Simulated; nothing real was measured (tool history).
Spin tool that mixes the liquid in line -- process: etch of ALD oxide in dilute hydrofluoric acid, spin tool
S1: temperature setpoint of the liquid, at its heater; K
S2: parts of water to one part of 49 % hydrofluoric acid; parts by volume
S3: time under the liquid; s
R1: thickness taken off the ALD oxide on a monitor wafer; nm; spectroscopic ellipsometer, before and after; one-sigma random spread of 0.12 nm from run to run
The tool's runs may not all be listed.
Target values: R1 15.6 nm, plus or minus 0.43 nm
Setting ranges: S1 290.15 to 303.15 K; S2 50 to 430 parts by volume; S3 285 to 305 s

Run 1, hour 0: S1 295.15 K, S2 240 parts by volume, S3 285 s. Result: R1 27.544 nm.
Run 2, hour 0.8: S1 295.15 K, S2 240 parts by volume, S3 305 s. Result: R1 29.319 nm.
Run 3, hour 5.7: S1 293.65 K, S2 265 parts by volume, S3 305 s. Result: R1 24.973 nm.
Run 4, hour 11.1: S1 293.65 K, S2 320 parts by volume, S3 305 s. Result: R1 19.412 nm.
Run 5, hour 15.6: S1 292.65 K, S2 325 parts by volume, S3 305 s. Result: R1 18.319 nm.
Run 6, hour 17: S1 292.15 K, S2 330 parts by volume, S3 305 s. Result: R1 17.632 nm.
Run 7, hour 25.8: S1 291.65 K, S2 335 parts by volume, S3 305 s. Result: R1 17.079 nm.
Run 8, hour 30.5: S1 291.15 K, S2 340 parts by volume, S3 305 s. Result: R1 16.348 nm.

Exactly one of the 4 candidate moves below puts every result within its allowed miss. Which one?
Run A, hour 35.2: S1 290.15 K, S2 345 parts by volume, S3 305 s. Result: R1 ?.
Run B, hour 35.2: S1 292.15 K, S2 360 parts by volume, S3 285 s. Result: R1 ?.
Run C, hour 35.2: S1 290.15 K, S2 365 parts by volume, S3 305 s. Result: R1 ?.
Run D, hour 35.2: S1 290.15 K, S2 345 parts by volume, S3 285 s. Result: R1 ?.

move      R1
   A  15.479
   B   14.76
   C  14.407
   D  14.464
A: every result within its allowed miss
B: pushes the last run's worst result past its target
C: pushes the last run's worst result past its target
D: pushes the last run's worst result past its target
The right move is A.
